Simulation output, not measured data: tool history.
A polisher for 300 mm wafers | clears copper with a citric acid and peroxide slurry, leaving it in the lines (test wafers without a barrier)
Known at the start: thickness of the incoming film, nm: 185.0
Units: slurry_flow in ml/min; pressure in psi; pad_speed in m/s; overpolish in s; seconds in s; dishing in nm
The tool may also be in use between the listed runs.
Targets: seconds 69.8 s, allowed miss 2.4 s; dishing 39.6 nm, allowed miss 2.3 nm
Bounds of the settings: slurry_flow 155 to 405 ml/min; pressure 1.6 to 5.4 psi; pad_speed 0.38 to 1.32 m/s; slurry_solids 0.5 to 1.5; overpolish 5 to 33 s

Run 1, hour 0: slurry_flow 260 ml/min, pressure 3.5 psi, pad_speed 0.84 m/s, slurry_solids 1, overpolish 17 s. Result: seconds 72.508 s, dishing 27.598 nm.
Run 2, hour 3.7: slurry_flow 260 ml/min, pressure 3.5 psi, pad_speed 0.84 m/s, slurry_solids 1.2, overpolish 17 s. Result: seconds 71.394 s, dishing 28.284 nm.
Run 3, hour 12.6: slurry_flow 260 ml/min, pressure 3.5 psi, pad_speed 0.84 m/s, slurry_solids 1.2, overpolish 18 s. Result: seconds 72.871 s, dishing 30.553 nm.
Run 4, hour 17.9: slurry_flow 260 ml/min, pressure 3.2 psi, pad_speed 0.84 m/s, slurry_solids 1.2, overpolish 18 s. Result: seconds 77.355 s, dishing 27.546 nm.
Run 5, hour 26.4: slurry_flow 260 ml/min, pressure 3.2 psi, pad_speed 1.02 m/s, slurry_solids 1.2, overpolish 18 s. Result: seconds 69.14 s, dishing 30.856 nm.
Run 6, hour 34.4: slurry_flow 260 ml/min, pressure 3.2 psi, pad_speed 0.92 m/s, slurry_solids 1.2, overpolish 18 s. Result: seconds 73.61 s, dishing 28.435 nm.
Run 7, hour 40.2: slurry_flow 260 ml/min, pressure 3.2 psi, pad_speed 0.92 m/s, slurry_solids 1.2, overpolish 19 s. Result: seconds 74.469 s, dishing 29.938 nm.
Run 8, hour 42.7: slurry_flow 260 ml/min, pressure 3.2 psi, pad_speed 0.92 m/s, slurry_solids 1.2, overpolish 20 s. Result: seconds 72.974 s, dishing 31.37 nm.

Which of these 5 next moves meets every target?
Run A, hour 45.2: slurry_flow 285 ml/min, pressure 3.2 psi, pad_speed 0.96 m/s, slurry_solids 1.4, overpolish 25 s. Result: seconds ?, dishing ?.
Run B, hour 45.2: slurry_flow 260 ml/min, pressure 4.1 psi, pad_speed 0.74 m/s, slurry_solids 1.2, overpolish 21 s. Result: seconds ?, dishing ?.
Run C, hour 45.2: slurry_flow 320 ml/min, pressure 3.5 psi, pad_speed 0.98 m/s, slurry_solids 1.15, overpolish 20 s. Result: seconds ?, dishing ?.
Run D, hour 45.2: slurry_flow 230 ml/min, pressure 3.5 psi, pad_speed 1.02 m/s, slurry_solids 1.1, overpolish 23 s. Result: seconds ?, dishing ?.
Run E, hour 45.2: slurry_flow 190 ml/min, pressure 3.2 psi, pad_speed 1.14 m/s, slurry_solids 1.25, overpolish 20 s. Result: seconds ?, dishing ?.

move  seconds  dishing
   A   69.556   38.464
   B   66.069   35.631
   C     64.5   34.588
   D   65.527    38.04
   E   66.736   33.467
A: meets every target
B: nearer than the last run, and not there yet
C: nearer than the last run, and not there yet
D: brings the result that was furthest off to its target, and leaves another outside
E: nearer than the last run, and not there yet
Move A is the one to make.

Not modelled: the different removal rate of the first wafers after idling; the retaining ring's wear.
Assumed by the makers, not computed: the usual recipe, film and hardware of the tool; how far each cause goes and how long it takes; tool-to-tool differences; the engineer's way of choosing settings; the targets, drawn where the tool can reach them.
